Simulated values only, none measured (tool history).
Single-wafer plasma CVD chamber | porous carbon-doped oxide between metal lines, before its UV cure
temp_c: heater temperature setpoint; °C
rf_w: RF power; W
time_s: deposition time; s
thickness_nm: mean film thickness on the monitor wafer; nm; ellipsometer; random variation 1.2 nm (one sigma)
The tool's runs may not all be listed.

{"run": 1, "hour": 0.0, "temp_c": 295, "rf_w": 650, "time_s": 52.8, "thickness_nm": 327.81}
{"run": 2, "hour": 5.7, "temp_c": 299, "rf_w": 635, "time_s": 52.8, "thickness_nm": 317.88}
{"run": 3, "hour": 13.2, "temp_c": 289, "rf_w": 635, "time_s": 52.8, "thickness_nm": 337.13}
{"run": 4, "hour": 17.3, "temp_c": 294, "rf_w": 635, "time_s": 52.8, "thickness_nm": 328.52}
{"run": 5, "hour": 25.7, "temp_c": 304, "rf_w": 635, "time_s": 52.8, "thickness_nm": 306.71}
{"run": 6, "hour": 32.1, "temp_c": 304, "rf_w": 725, "time_s": 52.8, "thickness_nm": 330.53}
{"run": 7, "hour": 38.0, "temp_c": 307, "rf_w": 700, "time_s": 52.8, "thickness_nm": 321.37}
{"run": 8, "hour": 46.1, "temp_c": 310, "rf_w": 680, "time_s": 52.8, "thickness_nm": 308.58}

Forecast run 9:
{"run": 9, "hour": 54.6, "temp_c": 310, "rf_w": 680, "time_s": 52.8, "thickness_nm": "?"}

Run 9 gave thickness_nm 311.38 nm.

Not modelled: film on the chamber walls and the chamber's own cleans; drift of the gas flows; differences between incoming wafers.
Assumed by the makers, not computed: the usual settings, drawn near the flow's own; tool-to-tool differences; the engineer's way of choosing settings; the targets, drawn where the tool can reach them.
